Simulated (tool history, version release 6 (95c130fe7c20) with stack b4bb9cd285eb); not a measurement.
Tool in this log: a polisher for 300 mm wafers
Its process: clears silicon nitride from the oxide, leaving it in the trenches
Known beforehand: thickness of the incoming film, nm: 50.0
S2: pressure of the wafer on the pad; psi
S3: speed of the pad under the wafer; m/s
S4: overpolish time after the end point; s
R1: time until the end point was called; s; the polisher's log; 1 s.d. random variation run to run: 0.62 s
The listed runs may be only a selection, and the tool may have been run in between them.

run 1 hour=0 | flow_of_slurry_(ml/min)=140 S2=1.8 S3=0.82 S4=5 | R1=77.326
run 2 hour=4.2 | flow_of_slurry_(ml/min)=140 S2=1.9 S3=0.82 S4=5 | R1=72.354
run 3 hour=10 | flow_of_slurry_(ml/min)=140 S2=1.9 S3=0.74 S4=5 | R1=79.779
run 4 hour=11 | flow_of_slurry_(ml/min)=140 S2=2 S3=0.74 S4=5 | R1=75.471
run 5 hour=17.7 | flow_of_slurry_(ml/min)=140 S2=2.1 S3=0.74 S4=5 | R1=72.518
run 6 hour=21.1 | flow_of_slurry_(ml/min)=140 S2=2.2 S3=0.74 S4=5 | R1=67.74

Run 7 is up next; what results do you expect?
run 7 hour=23.2 | flow_of_slurry_(ml/min)=150 S2=2.4 S3=0.74 S4=5 | R1=?

R1: 61.056 s
